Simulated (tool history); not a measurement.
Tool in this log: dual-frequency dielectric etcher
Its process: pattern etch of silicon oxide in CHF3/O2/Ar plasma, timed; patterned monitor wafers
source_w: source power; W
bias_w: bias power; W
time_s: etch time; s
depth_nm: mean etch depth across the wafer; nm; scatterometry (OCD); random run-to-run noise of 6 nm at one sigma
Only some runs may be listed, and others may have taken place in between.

run  hour  source_w  bias_w  time_s  depth_nm
  1   0.0       670     122   405.5    780.32
  2   7.7       690     123   405.5    801.98
  3   8.4       700     124   405.5    798.87
  4  14.4       630     124   405.5    774.46
  5  18.8       650     125   406.0    783.01
  6  23.6       650     116   406.0    767.72
     25.6  -- bias power generator calibrated
  7  25.6       670     117   406.5    778.46

For run 8, what comes out?
  8  28.9       690     118   407.0         ?

Run 8 measured depth_nm 793.56 nm.
